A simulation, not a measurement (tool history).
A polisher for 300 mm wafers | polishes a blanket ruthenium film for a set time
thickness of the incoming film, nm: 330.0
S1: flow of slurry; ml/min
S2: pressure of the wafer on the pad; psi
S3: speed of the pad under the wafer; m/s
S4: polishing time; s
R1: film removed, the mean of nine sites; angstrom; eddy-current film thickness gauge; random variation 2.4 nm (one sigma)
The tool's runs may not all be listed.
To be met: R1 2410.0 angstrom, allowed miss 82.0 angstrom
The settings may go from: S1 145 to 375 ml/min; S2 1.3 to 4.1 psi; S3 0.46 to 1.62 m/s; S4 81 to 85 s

| run | hour | S1 | S2 | S3 | S4 | R1 |
|---|---|---|---|---|---|---|
| 1 | 0.0 | 240 | 2.7 | 1.04 | 81 | 1428.7 |
| 2 | 6.6 | 265 | 2.7 | 1.04 | 81 | 1423.2 |
| 3 | 11.8 | 265 | 3.3 | 1.04 | 81 | 1712.9 |
| 4 | 15.8 | 265 | 3.3 | 0.94 | 81 | 1539.5 |
| 5 | 23.2 | 265 | 3.4 | 0.96 | 81 | 1667.4 |
| 6 | 23.9 | 265 | 3.9 | 0.96 | 81 | 1888.5 |
| 7 | 25.7 | 265 | 3.9 | 0.98 | 81 | 1927.6 |
| 8 | 29.5 | 265 | 3.9 | 1.00 | 81 | 1993.4 |
| 9 | 37.8 | 265 | 3.9 | 1.02 | 81 | 2032.7 |
| 10 | 44.7 | 265 | 3.9 | 1.02 | 81 | 1959.4 |
| 11 | 52.3 | 265 | 3.9 | 1.04 | 81 | 1995.8 |
| 12 | 60.0 | 265 | 3.9 | 1.06 | 81 | 2079.5 |
| 13 | 66.2 | 265 | 3.9 | 1.08 | 81 | 2087.2 |

Which of these 5 next moves meets every target?
| A | 72.4 | 185 | 4.1 | 1.28 | 85 | ? |
| B | 72.4 | 295 | 4.0 | 1.22 | 81 | ? |
| C | 72.4 | 260 | 4.0 | 1.08 | 83 | ? |
| D | 72.4 | 250 | 3.9 | 1.00 | 82 | ? |
| E | 72.4 | 240 | 3.9 | 1.16 | 83 | ? |

| move | R1 |
|---|---|
| A | 2595.4 |
| B | 2440.0 |
| C | 2200.7 |
| D | 1964.8 |
| E | 2276.0 |
A: takes the result that was furthest off past its target
B: meets every target
C: nearer than the last run, and not there yet
D: further off than the last run
E: nearer than the last run, and not there yet
Answer: B
